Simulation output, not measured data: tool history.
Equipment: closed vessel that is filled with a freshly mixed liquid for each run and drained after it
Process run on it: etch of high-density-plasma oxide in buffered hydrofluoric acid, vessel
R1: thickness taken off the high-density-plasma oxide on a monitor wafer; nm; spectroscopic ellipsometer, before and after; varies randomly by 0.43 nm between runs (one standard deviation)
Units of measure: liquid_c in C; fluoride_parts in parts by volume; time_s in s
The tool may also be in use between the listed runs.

Run 1, day 0: liquid_c 22 C, fluoride_parts 18 parts by volume, time_s 105 s. Result: R1 127.06 nm.
Run 2, day 0.167: liquid_c 22 C, fluoride_parts 21.5 parts by volume, time_s 105 s. Result: R1 109.19 nm.
Run 3, day 0.55: liquid_c 19.5 C, fluoride_parts 21.5 parts by volume, time_s 105 s. Result: R1 94.694 nm.
Run 4, day 0.929: liquid_c 20.5 C, fluoride_parts 21.5 parts by volume, time_s 105 s. Result: R1 99.999 nm.
Run 5, day 1.212: liquid_c 20.5 C, fluoride_parts 21.5 parts by volume, time_s 105 s. Result: R1 100.81 nm.
Run 6, day 1.546: liquid_c 20.5 C, fluoride_parts 21.5 parts by volume, time_s 110 s. Result: R1 104.95 nm.

Predict the results of run 7:
Run 7, day 1.788: liquid_c 21 C, fluoride_parts 21.5 parts by volume, time_s 110 s. Result: R1 ?.

{"run 7": {"R1": 108.1}}
